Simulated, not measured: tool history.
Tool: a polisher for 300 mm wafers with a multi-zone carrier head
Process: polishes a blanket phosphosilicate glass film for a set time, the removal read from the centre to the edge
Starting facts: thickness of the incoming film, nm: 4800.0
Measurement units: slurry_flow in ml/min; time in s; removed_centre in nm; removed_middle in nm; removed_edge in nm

run  hour  slurry_flow  centre_zone  middle_zone  edge_zone  slurry_solids  time  removed_centre  removed_middle  removed_edge
  1     0          125            1            1          1              1    51          483.47          486.57        497.18
  2   6.1          125            1            1          1              1    56          533.89          546.68        546.65
  3  10.2          125            1            1          1            1.1    56          548.88           560.8        572.56
  4  17.2          125         1.09            1          1            1.1    56          589.55          554.97        559.96
  5  25.5          125         1.15            1          1            1.1    56          627.01          564.02        565.66
  6  26.2          115         1.09         0.99          1           1.05    56          567.25          538.64        548.83
  7  28.5          105         1.05         0.98          1           1.05    56          529.85          516.09        534.19
  8    31          100         1.02         0.97       1.01           1.05    56          511.66          496.12        538.02
  9  35.3           95            1         0.97       1.01           1.05    56           490.6           513.8        528.89

Run 10, settings as shown, results not yet in. Your forecast:
 10  36.4           90         0.99         0.96       1.02           1.05    56               ?               ?             ?

Run 10 gave removed_centre 475.41 nm, removed_middle 484.15 nm, removed_edge 520.59 nm.
